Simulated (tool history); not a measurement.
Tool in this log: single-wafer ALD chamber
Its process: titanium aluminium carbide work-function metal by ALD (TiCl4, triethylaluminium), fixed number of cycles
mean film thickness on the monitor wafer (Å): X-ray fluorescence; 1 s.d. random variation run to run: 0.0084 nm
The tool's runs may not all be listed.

run	hour	heater temperature setpoint (deg C)	triethylaluminium pulse time (s)	mean film thickness on the monitor wafer (Å)
1	0	320	7.69	19.944
2	5.1	320	8.67	20.223
3	11.7	327	8.67	20.808
4	15.8	327	9.64	21.121
5	18.7	321	9.64	20.616
6	22.8	331	9.64	21.489
7	26.6	327	9.04	20.748

What will run 8 give?
8	33.4	324	8.4	?

mean film thickness on the monitor wafer (Å): 20.489
